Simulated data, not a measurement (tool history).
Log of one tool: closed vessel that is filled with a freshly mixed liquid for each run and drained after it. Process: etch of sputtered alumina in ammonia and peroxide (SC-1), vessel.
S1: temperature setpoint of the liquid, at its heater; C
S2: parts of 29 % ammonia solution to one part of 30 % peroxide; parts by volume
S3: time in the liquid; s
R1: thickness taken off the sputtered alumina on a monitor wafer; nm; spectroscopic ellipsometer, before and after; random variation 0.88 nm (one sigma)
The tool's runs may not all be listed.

| run | hour | S1 | S2 | S3 | R1 |
|---|---|---|---|---|---|
| 1 | 0 | 61 | 0.65 | 1250 | 68.177 |
| 2 | 6.9 | 61 | 0.55 | 1250 | 67.668 |
| 3 | 8.9 | 61 | 0.7 | 1250 | 69.078 |
| 4 | 10.1 | 57.5 | 0.7 | 1250 | 57.584 |
| 5 | 15.8 | 60 | 0.7 | 1250 | 65.217 |
| 6 | 22.3 | 60 | 0.5 | 1250 | 62.098 |

Forecast run 7:
| 7 | 23.1 | 62 | 0.5 | 1250 | ? |

{"run 7": {"R1": 70.57}}
